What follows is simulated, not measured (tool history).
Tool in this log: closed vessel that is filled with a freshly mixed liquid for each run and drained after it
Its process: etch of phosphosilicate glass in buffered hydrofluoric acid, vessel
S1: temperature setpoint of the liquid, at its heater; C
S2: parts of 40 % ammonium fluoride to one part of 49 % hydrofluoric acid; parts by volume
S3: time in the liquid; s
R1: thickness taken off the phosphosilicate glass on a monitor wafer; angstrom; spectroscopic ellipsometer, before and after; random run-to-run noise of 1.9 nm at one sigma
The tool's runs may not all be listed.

run  hour    S1    S2  S3      R1
  1     0    24  21.5  90  2639.4
  2   1.3    27  21.5  90  3108.2
  3   3.5  27.5  21.5  90  3203.1
  4  11.6  27.5  21.5  90  3207.3
  5  18.1  27.5  21.5  95  3352.6
  6  22.3  24.5  21.5  95  2874.6
  7  29.7  25.5  21.5  95  3024.4
  8  33.9    26  21.5  95  3126.3
  9  40.1  26.5  21.5  95  3188.5
 10    46  26.5  21.5  95  3198.8
 11  54.2    27  21.5  95  3295.3
 12  57.8  27.5  21.5  95  3375.5

For run 13, what comes out?
 13  66.6  28  21.5  95   ?

{"run 13": {"R1": 3467.9}}
